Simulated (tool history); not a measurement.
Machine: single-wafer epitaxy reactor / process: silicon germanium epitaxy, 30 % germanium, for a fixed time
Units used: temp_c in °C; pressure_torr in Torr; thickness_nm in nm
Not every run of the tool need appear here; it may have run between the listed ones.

run,hour,temp_c,pressure_torr,thickness_nm
1,0,615,14.5,65.793
2,1.4,615,13.5,63.221
3,4.2,615,15.8,67.46
4,6.5,618,15.9,72.048
5,13.3,620,16,74.753
6,19.3,630,16,91.521
7,27.1,631,16,92.207
8,29.6,632,16,93.855
9,30.6,632,16,94.472

Run 10 comes next. What will it give?
10,33.1,634,16.1,?

{"run 10": {"thickness_nm": 98.033}}

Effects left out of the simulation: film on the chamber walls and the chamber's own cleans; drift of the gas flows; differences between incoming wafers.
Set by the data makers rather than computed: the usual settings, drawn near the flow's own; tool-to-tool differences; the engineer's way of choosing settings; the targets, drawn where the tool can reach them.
